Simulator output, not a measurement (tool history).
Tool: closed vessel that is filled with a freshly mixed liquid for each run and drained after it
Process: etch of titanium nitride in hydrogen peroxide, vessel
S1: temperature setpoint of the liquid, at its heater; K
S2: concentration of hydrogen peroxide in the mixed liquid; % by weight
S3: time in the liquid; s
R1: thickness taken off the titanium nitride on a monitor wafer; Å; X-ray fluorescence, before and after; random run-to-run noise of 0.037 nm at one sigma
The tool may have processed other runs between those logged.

run	hour	S1	S2	S3	R1
1	0.0	331.15	17.0	105	112.570
2	3.7	327.65	17.0	105	88.876
3	10.8	327.65	17.0	110	93.326
4	12.0	327.65	17.0	110	92.628
5	13.4	327.65	13.5	110	88.220
6	20.2	326.65	13.5	110	83.063

For run 7, what comes out?
7	20.9	326.15	13.5	110	?

R1: 79.644 Å
